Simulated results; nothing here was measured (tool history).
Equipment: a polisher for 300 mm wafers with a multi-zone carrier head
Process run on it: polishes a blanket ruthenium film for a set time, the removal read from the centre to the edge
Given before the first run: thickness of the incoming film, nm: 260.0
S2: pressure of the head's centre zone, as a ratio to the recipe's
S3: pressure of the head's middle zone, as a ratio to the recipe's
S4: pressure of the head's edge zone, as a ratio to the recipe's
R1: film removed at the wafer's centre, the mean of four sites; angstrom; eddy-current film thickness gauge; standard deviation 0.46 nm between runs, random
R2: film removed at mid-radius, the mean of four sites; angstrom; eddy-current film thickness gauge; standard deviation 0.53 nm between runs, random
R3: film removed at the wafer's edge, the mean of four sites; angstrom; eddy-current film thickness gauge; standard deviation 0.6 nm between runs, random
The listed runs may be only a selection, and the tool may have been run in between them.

Run 1, hour 0.0: flow of slurry (ml/min) 295, S2 1.00, S3 1.00, S4 1.00, polishing time (s) 80. Result: R1 686.27 angstrom, R2 711.77 angstrom, R3 695.08 angstrom.
Run 2, hour 3.1: flow of slurry (ml/min) 250, S2 1.00, S3 1.00, S4 1.00, polishing time (s) 80. Result: R1 681.35 angstrom, R2 690.98 angstrom, R3 695.80 angstrom.
Run 3, hour 7.3: flow of slurry (ml/min) 250, S2 0.96, S3 1.00, S4 1.00, polishing time (s) 80. Result: R1 650.12 angstrom, R2 705.93 angstrom, R3 706.42 angstrom.
Run 4, hour 11.4: flow of slurry (ml/min) 220, S2 0.96, S3 1.00, S4 1.00, polishing time (s) 80. Result: R1 644.33 angstrom, R2 701.54 angstrom, R3 680.58 angstrom.
Run 5, hour 19.0: flow of slurry (ml/min) 220, S2 0.96, S3 1.00, S4 1.00, polishing time (s) 63. Result: R1 505.47 angstrom, R2 550.81 angstrom, R3 534.05 angstrom.
Run 6, hour 21.7: flow of slurry (ml/min) 220, S2 1.01, S3 1.00, S4 1.00, polishing time (s) 63. Result: R1 520.60 angstrom, R2 545.32 angstrom, R3 541.61 angstrom.

Expected results for the next run?
Run 7, hour 27.8: flow of slurry (ml/min) 225, S2 0.99, S3 1.01, S4 0.97, polishing time (s) 59. Result: R1 ?, R2 ?, R3 ?.

Logged for run 7: R1 481.88 angstrom, R2 515.03 angstrom, R3 509.43 angstrom.
